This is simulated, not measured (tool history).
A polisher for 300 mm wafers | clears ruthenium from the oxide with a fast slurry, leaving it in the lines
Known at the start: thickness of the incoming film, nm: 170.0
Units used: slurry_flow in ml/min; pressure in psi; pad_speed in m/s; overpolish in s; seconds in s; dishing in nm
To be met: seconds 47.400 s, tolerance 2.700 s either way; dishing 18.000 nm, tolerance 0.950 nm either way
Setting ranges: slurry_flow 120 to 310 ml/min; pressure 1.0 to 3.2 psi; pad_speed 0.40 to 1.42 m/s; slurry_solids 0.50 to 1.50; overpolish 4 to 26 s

run 1 day=0.000 | slurry_flow=200 pressure=2.1 pad_speed=0.90 slurry_solids=1.00 overpolish=13 | seconds=82.456 dishing=15.515
run 2 day=0.200 | slurry_flow=200 pressure=2.4 pad_speed=0.92 slurry_solids=1.00 overpolish=12 | seconds=72.174 dishing=16.458
run 3 day=0.325 | slurry_flow=200 pressure=2.4 pad_speed=0.74 slurry_solids=1.00 overpolish=12 | seconds=88.784 dishing=13.904
run 4 day=0.542 | slurry_flow=200 pressure=2.0 pad_speed=0.74 slurry_solids=1.00 overpolish=12 | seconds=99.378 dishing=13.031
run 5 day=0.825 | slurry_flow=200 pressure=2.0 pad_speed=0.90 slurry_solids=1.00 overpolish=12 | seconds=82.369 dishing=14.413
run 6 day=1.133 | slurry_flow=200 pressure=2.4 pad_speed=0.96 slurry_solids=1.00 overpolish=11 | seconds=68.542 dishing=15.336
run 7 day=1.171 | slurry_flow=200 pressure=2.6 pad_speed=1.00 slurry_solids=1.00 overpolish=11 | seconds=64.412 dishing=15.879
run 8 day=1.512 | slurry_flow=200 pressure=2.8 pad_speed=1.04 slurry_solids=1.00 overpolish=11 | seconds=56.019 dishing=17.083
run 9 day=1.688 | slurry_flow=200 pressure=2.9 pad_speed=1.06 slurry_solids=1.00 overpolish=11 | seconds=55.286 dishing=17.599
run 10 day=1.871 | slurry_flow=200 pressure=3.0 pad_speed=1.08 slurry_solids=1.00 overpolish=11 | seconds=53.613 dishing=17.794
run 11 day=2.062 | slurry_flow=200 pressure=3.1 pad_speed=1.10 slurry_solids=1.00 overpolish=11 | seconds=50.778 dishing=18.078

Exactly one of the 4 candidate moves below puts every result within its allowed miss. Which one?
run A day=2.254 | slurry_flow=210 pressure=3.1 pad_speed=1.16 slurry_solids=1.00 overpolish=8 | seconds=? dishing=?
run B day=2.254 | slurry_flow=220 pressure=2.5 pad_speed=1.20 slurry_solids=1.35 overpolish=7 | seconds=? dishing=?
run C day=2.254 | slurry_flow=220 pressure=2.8 pad_speed=1.26 slurry_solids=1.15 overpolish=9 | seconds=? dishing=?
run D day=2.254 | slurry_flow=255 pressure=2.2 pad_speed=1.12 slurry_solids=1.40 overpolish=10 | seconds=? dishing=?

move=A seconds=49.050 dishing=15.797
move=B seconds=44.463 dishing=15.476
move=C seconds=43.563 dishing=17.921
move=D seconds=49.805 dishing=17.670
A: puts the biggest miss on target and leaves a different result outside tolerance
B: moves the result that the last run missed by most past its target, out the other side
C: moves the result that the last run missed by most past its target, out the other side
D: meets every target
D is the move that brings every result within its allowed miss.

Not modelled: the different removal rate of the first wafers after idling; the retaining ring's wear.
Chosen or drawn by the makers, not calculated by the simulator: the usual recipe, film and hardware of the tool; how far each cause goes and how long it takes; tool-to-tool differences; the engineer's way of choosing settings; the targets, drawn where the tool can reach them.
